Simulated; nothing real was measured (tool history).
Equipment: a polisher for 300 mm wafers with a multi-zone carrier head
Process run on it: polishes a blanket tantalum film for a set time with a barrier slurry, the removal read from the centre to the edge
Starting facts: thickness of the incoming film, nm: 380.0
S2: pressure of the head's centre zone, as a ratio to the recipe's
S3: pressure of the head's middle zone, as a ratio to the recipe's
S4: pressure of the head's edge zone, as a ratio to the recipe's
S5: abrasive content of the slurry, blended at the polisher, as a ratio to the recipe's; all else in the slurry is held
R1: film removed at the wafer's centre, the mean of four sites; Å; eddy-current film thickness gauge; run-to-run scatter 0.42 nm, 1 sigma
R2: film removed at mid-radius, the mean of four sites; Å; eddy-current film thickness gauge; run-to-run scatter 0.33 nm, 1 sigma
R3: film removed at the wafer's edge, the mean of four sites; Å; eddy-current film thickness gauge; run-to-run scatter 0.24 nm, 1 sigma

Run 1, hour 0.0: flow of slurry (ml/min) 295, S2 1.00, S3 1.00, S4 1.00, S5 1.00, polishing time (s) 33. Result: R1 583.13 Å, R2 584.39 Å, R3 577.68 Å.
Run 2, hour 4.3: flow of slurry (ml/min) 295, S2 0.93, S3 1.00, S4 1.00, S5 1.00, polishing time (s) 33. Result: R1 578.65 Å, R2 579.54 Å, R3 586.11 Å.
Run 3, hour 12.3: flow of slurry (ml/min) 290, S2 0.93, S3 1.00, S4 0.98, S5 0.95, polishing time (s) 31. Result: R1 523.13 Å, R2 538.24 Å, R3 526.27 Å.
Run 4, hour 16.8: flow of slurry (ml/min) 290, S2 0.89, S3 1.00, S4 0.98, S5 0.95, polishing time (s) 31. Result: R1 511.89 Å, R2 541.88 Å, R3 527.53 Å.
Run 5, hour 24.2: flow of slurry (ml/min) 285, S2 0.89, S3 0.98, S4 0.96, S5 0.90, polishing time (s) 30. Result: R1 483.45 Å, R2 506.04 Å, R3 498.29 Å.
Run 6, hour 28.5: flow of slurry (ml/min) 285, S2 0.90, S3 0.97, S4 0.94, S5 0.85, polishing time (s) 29. Result: R1 458.49 Å, R2 475.99 Å, R3 470.48 Å.

Run 7 has not been measured yet. What should we expect?
Run 7, hour 30.4: flow of slurry (ml/min) 280, S2 1.00, S3 0.96, S4 0.84, S5 0.60, polishing time (s) 21. Result: R1 ?, R2 ?, R3 ?.

{"run 7": {"R1": 312.2, "R2": 297.98, "R3": 282.1}}
